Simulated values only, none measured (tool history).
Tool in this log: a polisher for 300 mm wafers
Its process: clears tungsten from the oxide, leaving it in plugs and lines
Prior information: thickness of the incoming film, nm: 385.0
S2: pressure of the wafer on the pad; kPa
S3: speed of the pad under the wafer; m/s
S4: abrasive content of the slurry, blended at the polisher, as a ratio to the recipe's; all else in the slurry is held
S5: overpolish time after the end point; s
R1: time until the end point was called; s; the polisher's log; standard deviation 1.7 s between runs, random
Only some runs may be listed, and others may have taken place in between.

Run 1, hour 0.0: flow of slurry (ml/min) 280, S2 26.2 kPa, S3 0.90 m/s, S4 1.0, S5 31 s. Result: R1 68.383 s.
Run 2, hour 7.9: flow of slurry (ml/min) 280, S2 20.0 kPa, S3 0.90 m/s, S4 1.0, S5 31 s. Result: R1 91.267 s.
Run 3, hour 13.7: flow of slurry (ml/min) 280, S2 18.6 kPa, S3 0.88 m/s, S4 1.0, S5 31 s. Result: R1 97.538 s.
Run 4, hour 22.3: flow of slurry (ml/min) 280, S2 17.2 kPa, S3 0.86 m/s, S4 1.0, S5 31 s. Result: R1 107.580 s.
Run 5, hour 22.9: flow of slurry (ml/min) 245, S2 17.2 kPa, S3 0.86 m/s, S4 1.0, S5 31 s. Result: R1 110.250 s.
Run 6, hour 23.9: flow of slurry (ml/min) 240, S2 16.5 kPa, S3 0.86 m/s, S4 1.0, S5 31 s. Result: R1 115.120 s.

For run 7, what comes out?
Run 7, hour 32.3: flow of slurry (ml/min) 235, S2 15.9 kPa, S3 0.86 m/s, S4 1.0, S5 31 s. Result: R1 ?.

Run 7 yielded R1 118.200 s.

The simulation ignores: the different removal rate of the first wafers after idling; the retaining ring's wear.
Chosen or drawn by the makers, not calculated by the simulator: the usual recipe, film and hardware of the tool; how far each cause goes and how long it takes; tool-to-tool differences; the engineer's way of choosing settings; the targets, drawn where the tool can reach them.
